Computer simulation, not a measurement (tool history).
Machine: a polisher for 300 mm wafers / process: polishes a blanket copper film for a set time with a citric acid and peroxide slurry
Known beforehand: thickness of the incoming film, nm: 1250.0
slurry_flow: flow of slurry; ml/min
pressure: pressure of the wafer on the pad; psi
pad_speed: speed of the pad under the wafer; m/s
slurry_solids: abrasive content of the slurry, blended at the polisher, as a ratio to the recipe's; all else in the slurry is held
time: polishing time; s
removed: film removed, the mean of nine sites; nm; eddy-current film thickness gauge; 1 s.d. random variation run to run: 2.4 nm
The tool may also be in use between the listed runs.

{"run": 1, "hour": 0.0, "slurry_flow": 260, "pressure": 3.9, "pad_speed": 1.24, "slurry_solids": 1, "time": 97, "removed": 428.95}
{"run": 2, "hour": 3.7, "slurry_flow": 260, "pressure": 3.9, "pad_speed": 1.24, "slurry_solids": 1, "time": 97, "removed": 409.93}
{"run": 3, "hour": 10.6, "slurry_flow": 260, "pressure": 3.9, "pad_speed": 1.24, "slurry_solids": 1, "time": 102, "removed": 446.94}
{"run": 4, "hour": 15.5, "slurry_flow": 200, "pressure": 3.9, "pad_speed": 1.24, "slurry_solids": 1, "time": 102, "removed": 430.81}
{"run": 5, "hour": 21.2, "slurry_flow": 200, "pressure": 3.9, "pad_speed": 1.24, "slurry_solids": 0.85, "time": 102, "removed": 420.2}
{"run": 6, "hour": 26.2, "slurry_flow": 200, "pressure": 3.9, "pad_speed": 1.24, "slurry_solids": 0.85, "time": 97, "removed": 390.81}
{"run": 7, "hour": 31.4, "slurry_flow": 200, "pressure": 3.3, "pad_speed": 1.16, "slurry_solids": 0.85, "time": 97, "removed": 309.88}

Forecast run 8:
{"run": 8, "hour": 37.6, "slurry_flow": 200, "pressure": 2.9, "pad_speed": 1.14, "slurry_solids": 0.85, "time": 97, "removed": "?"}

{"run 8": {"removed": 269.08}}
